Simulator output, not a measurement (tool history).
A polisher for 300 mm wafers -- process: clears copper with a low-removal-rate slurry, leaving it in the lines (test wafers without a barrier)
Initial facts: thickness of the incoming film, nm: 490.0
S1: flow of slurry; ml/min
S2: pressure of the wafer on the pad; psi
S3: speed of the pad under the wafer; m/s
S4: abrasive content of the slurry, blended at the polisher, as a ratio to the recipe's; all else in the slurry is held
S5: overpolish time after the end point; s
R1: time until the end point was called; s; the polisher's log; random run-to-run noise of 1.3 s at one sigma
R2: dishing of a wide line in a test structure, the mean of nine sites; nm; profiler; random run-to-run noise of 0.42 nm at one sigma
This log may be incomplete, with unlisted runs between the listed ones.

{"run": 1, "hour": 0.0, "S1": 125, "S2": 4.1, "S3": 1.24, "S4": 1.0, "S5": 17, "R1": 101.02, "R2": 26.392}
{"run": 2, "hour": 1.7, "S1": 125, "S2": 4.1, "S3": 1.24, "S4": 1.0, "S5": 21, "R1": 100.23, "R2": 27.548}
{"run": 3, "hour": 7.1, "S1": 125, "S2": 3.7, "S3": 1.24, "S4": 1.0, "S5": 21, "R1": 113.54, "R2": 26.231}
{"run": 4, "hour": 15.8, "S1": 125, "S2": 4.1, "S3": 1.24, "S4": 1.0, "S5": 21, "R1": 104.33, "R2": 27.493}
{"run": 5, "hour": 19.0, "S1": 120, "S2": 3.5, "S3": 1.32, "S4": 1.0, "S5": 15, "R1": 111.41, "R2": 24.871}
{"run": 6, "hour": 26.0, "S1": 120, "S2": 3.2, "S3": 1.38, "S4": 1.0, "S5": 12, "R1": 118.9, "R2": 22.781}
{"run": 7, "hour": 32.7, "S1": 130, "S2": 3.0, "S3": 1.46, "S4": 0.95, "S5": 10, "R1": 116.69, "R2": 20.791}

Expected results for the next run?
{"run": 8, "hour": 39.8, "S1": 140, "S2": 3.0, "S3": 1.48, "S4": 0.9, "S5": 5, "R1": "?", "R2": "?"}

Run 8 gave R1 117.74 s, R2 14.017 nm.
